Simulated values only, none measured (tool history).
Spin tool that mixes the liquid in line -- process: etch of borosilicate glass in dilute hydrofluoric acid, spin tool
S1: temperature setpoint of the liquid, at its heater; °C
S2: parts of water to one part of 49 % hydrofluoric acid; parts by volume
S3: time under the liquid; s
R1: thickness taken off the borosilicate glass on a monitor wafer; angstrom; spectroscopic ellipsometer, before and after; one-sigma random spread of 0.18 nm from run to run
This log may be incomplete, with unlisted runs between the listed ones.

Run 1, hour 0: S1 23 °C, S2 200 parts by volume, S3 85 s. Result: R1 112.84 angstrom.
Run 2, hour 6.2: S1 24.5 °C, S2 200 parts by volume, S3 85 s. Result: R1 119.84 angstrom.
Run 3, hour 12: S1 26 °C, S2 170 parts by volume, S3 85 s. Result: R1 153.34 angstrom.
Run 4, hour 17.9: S1 22.5 °C, S2 170 parts by volume, S3 85 s. Result: R1 135.12 angstrom.
Run 5, hour 20.5: S1 19 °C, S2 170 parts by volume, S3 85 s. Result: R1 117.98 angstrom.
Run 6, hour 29.4: S1 19 °C, S2 205 parts by volume, S3 85 s. Result: R1 94.157 angstrom.

What will run 7 give?
Run 7, hour 37.5: S1 22 °C, S2 175 parts by volume, S3 85 s. Result: R1 ?.

Logged for run 7: R1 128.3 angstrom.

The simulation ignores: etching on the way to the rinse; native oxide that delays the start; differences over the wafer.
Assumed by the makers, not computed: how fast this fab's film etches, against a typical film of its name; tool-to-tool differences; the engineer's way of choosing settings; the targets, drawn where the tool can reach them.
